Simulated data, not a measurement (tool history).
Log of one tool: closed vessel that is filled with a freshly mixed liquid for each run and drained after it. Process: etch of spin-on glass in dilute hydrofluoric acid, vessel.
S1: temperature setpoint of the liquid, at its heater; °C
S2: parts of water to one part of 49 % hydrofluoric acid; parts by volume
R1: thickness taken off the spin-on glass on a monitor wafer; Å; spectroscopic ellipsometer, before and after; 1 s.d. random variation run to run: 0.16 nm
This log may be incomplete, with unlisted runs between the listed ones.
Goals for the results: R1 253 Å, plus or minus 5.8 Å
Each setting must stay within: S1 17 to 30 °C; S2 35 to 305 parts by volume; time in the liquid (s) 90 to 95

Run 1, hour 0: S1 22 °C, S2 170 parts by volume, time in the liquid (s) 90. Result: R1 214.78 Å.
Run 2, hour 3.7: S1 19 °C, S2 170 parts by volume, time in the liquid (s) 90. Result: R1 189.58 Å.
Run 3, hour 4.8: S1 21 °C, S2 170 parts by volume, time in the liquid (s) 90. Result: R1 206.72 Å.
Run 4, hour 7.4: S1 22.5 °C, S2 170 parts by volume, time in the liquid (s) 90. Result: R1 220.67 Å.
Run 5, hour 13.3: S1 23.5 °C, S2 170 parts by volume, time in the liquid (s) 90. Result: R1 228.57 Å.
Run 6, hour 18.9: S1 23.5 °C, S2 210 parts by volume, time in the liquid (s) 90. Result: R1 177.24 Å.
Run 7, hour 20.3: S1 25.5 °C, S2 205 parts by volume, time in the liquid (s) 90. Result: R1 196.06 Å.
Run 8, hour 24.5: S1 27 °C, S2 200 parts by volume, time in the liquid (s) 90. Result: R1 214.19 Å.
Run 9, hour 30: S1 28 °C, S2 195 parts by volume, time in the liquid (s) 90. Result: R1 225.84 Å.
Run 10, hour 35.6: S1 28.5 °C, S2 195 parts by volume, time in the liquid (s) 90. Result: R1 229.44 Å.
Run 11, hour 43.7: S1 29 °C, S2 195 parts by volume, time in the liquid (s) 90. Result: R1 236.26 Å.
Run 12, hour 50.9: S1 29.5 °C, S2 195 parts by volume, time in the liquid (s) 90. Result: R1 239.24 Å.

5 next moves are on the table. One of them brings every result within its allowed miss. Which?
Run A, hour 58.1: S1 26.5 °C, S2 190 parts by volume, time in the liquid (s) 95. Result: R1 ?.
Run B, hour 58.1: S1 29.5 °C, S2 185 parts by volume, time in the liquid (s) 90. Result: R1 ?.
Run C, hour 58.1: S1 23 °C, S2 145 parts by volume, time in the liquid (s) 90. Result: R1 ?.
Run D, hour 58.1: S1 29.5 °C, S2 210 parts by volume, time in the liquid (s) 90. Result: R1 ?.
Run E, hour 58.1: S1 28 °C, S2 170 parts by volume, time in the liquid (s) 90. Result: R1 ?.

move      R1
   A  233.97
   B  254.88
   C  268.12
   D  217.81
   E  267.82
A: lands further from the targets than the last run did
B: all results in spec
C: moves the result that the last run missed by most past its target, out the other side
D: lands further from the targets than the last run did
E: moves the result that the last run missed by most past its target, out the other side
So the answer is move B, the one that meets all the targets.
